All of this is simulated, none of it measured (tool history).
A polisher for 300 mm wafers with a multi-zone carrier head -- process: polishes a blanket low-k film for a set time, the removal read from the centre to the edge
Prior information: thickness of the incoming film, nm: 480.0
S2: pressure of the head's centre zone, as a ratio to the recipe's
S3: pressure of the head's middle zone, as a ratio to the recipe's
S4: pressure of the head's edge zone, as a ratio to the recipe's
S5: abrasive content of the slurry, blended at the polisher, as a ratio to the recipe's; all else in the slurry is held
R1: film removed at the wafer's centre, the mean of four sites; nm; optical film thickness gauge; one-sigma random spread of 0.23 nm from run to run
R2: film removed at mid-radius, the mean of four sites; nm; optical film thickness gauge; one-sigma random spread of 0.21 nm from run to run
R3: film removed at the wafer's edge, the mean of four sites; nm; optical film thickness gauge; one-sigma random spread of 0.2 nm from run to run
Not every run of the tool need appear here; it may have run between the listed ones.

Run 1, day 0: flow of slurry (ml/min) 260, S2 1, S3 1, S4 1, S5 1, polishing time (s) 81. Result: R1 45.5 nm, R2 44.32 nm, R3 42.534 nm.
Run 2, day 0.175: flow of slurry (ml/min) 260, S2 1.04, S3 1, S4 1, S5 1, polishing time (s) 81. Result: R1 47.942 nm, R2 43.865 nm, R3 42.543 nm.
Run 3, day 0.358: flow of slurry (ml/min) 260, S2 1.04, S3 1, S4 1, S5 0.9, polishing time (s) 81. Result: R1 44.756 nm, R2 41.826 nm, R3 39.632 nm.
Run 4, day 0.592: flow of slurry (ml/min) 255, S2 1.02, S3 0.98, S4 0.98, S5 0.85, polishing time (s) 78. Result: R1 40.612 nm, R2 37.818 nm, R3 37.026 nm.
Run 5, day 0.746: flow of slurry (ml/min) 255, S2 1.01, S3 0.98, S4 0.96, S5 0.8, polishing time (s) 75. Result: R1 37.129 nm, R2 34.878 nm, R3 33.52 nm.
At day 0.917: edge zone pressure recalibrated.
Run 6, day 0.917: flow of slurry (ml/min) 255, S2 0.99, S3 0.97, S4 0.94, S5 0.75, polishing time (s) 74. Result: R1 34.97 nm, R2 33.443 nm, R3 32.783 nm.
Run 7, day 1.138: flow of slurry (ml/min) 250, S2 0.98, S3 0.97, S4 0.93, S5 0.7, polishing time (s) 72. Result: R1 32.205 nm, R2 30.607 nm, R3 31.059 nm.
Run 8, day 1.371: flow of slurry (ml/min) 315, S2 0.96, S3 1.07, S4 0.83, S5 0.5, polishing time (s) 56. Result: R1 19.007 nm, R2 20.518 nm, R3 17.78 nm.
Run 9, day 1.721: flow of slurry (ml/min) 315, S2 0.96, S3 1.07, S4 0.83, S5 0.5, polishing time (s) 56. Result: R1 19.065 nm, R2 20.528 nm, R3 17.752 nm.
Run 10, day 2.033: flow of slurry (ml/min) 315, S2 0.97, S3 1.07, S4 0.87, S5 0.5, polishing time (s) 56. Result: R1 19.32 nm, R2 20.587 nm, R3 18.263 nm.
Run 11, day 2.308: flow of slurry (ml/min) 310, S2 0.98, S3 1.07, S4 0.9, S5 0.55, polishing time (s) 56. Result: R1 21.295 nm, R2 22.304 nm, R3 19.891 nm.
Run 12, day 2.658: flow of slurry (ml/min) 305, S2 0.98, S3 1.07, S4 0.92, S5 0.55, polishing time (s) 56. Result: R1 20.83 nm, R2 22.472 nm, R3 20.402 nm.
Run 13, day 2.688: flow of slurry (ml/min) 305, S2 0.98, S3 1.07, S4 0.92, S5 0.55, polishing time (s) 56. Result: R1 20.956 nm, R2 22.151 nm, R3 19.742 nm.

Run 14, settings as shown, results not yet in. Your forecast:
Run 14, day 2.846: flow of slurry (ml/min) 305, S2 0.98, S3 1.07, S4 0.94, S5 0.55, polishing time (s) 56. Result: R1 ?, R2 ?, R3 ?.

R1: 21.304 nm
R2: 21.946 nm
R3: 20.445 nm
